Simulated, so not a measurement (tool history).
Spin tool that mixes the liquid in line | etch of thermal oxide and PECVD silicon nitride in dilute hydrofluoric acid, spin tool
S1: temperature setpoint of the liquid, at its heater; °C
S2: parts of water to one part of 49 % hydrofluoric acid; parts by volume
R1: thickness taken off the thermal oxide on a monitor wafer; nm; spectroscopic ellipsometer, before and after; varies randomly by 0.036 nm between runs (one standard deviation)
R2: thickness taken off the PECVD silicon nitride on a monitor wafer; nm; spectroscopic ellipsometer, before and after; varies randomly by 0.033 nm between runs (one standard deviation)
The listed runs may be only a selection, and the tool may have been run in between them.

run 1 hour=0.0 | S1=24.0 S2=65 time_under_the_liquid_(s)=85 | R1=6.7691 R2=4.7771
run 2 hour=8.1 | S1=23.5 S2=65 time_under_the_liquid_(s)=85 | R1=6.6855 R2=4.5765
run 3 hour=16.2 | S1=23.0 S2=65 time_under_the_liquid_(s)=85 | R1=6.5186 R2=4.3889
run 4 hour=18.1 | S1=23.0 S2=75 time_under_the_liquid_(s)=85 | R1=5.5664 R2=3.8147
run 5 hour=22.1 | S1=22.5 S2=75 time_under_the_liquid_(s)=85 | R1=5.4805 R2=3.7255
run 6 hour=26.4 | S1=22.5 S2=75 time_under_the_liquid_(s)=60 | R1=3.8249 R2=2.6363

What does the tool deliver on the next run?
run 7 hour=29.7 | S1=22.5 S2=70 time_under_the_liquid_(s)=60 | R1=? R2=?

Run 7 produced R1 4.1362 nm, R2 2.8050 nm.
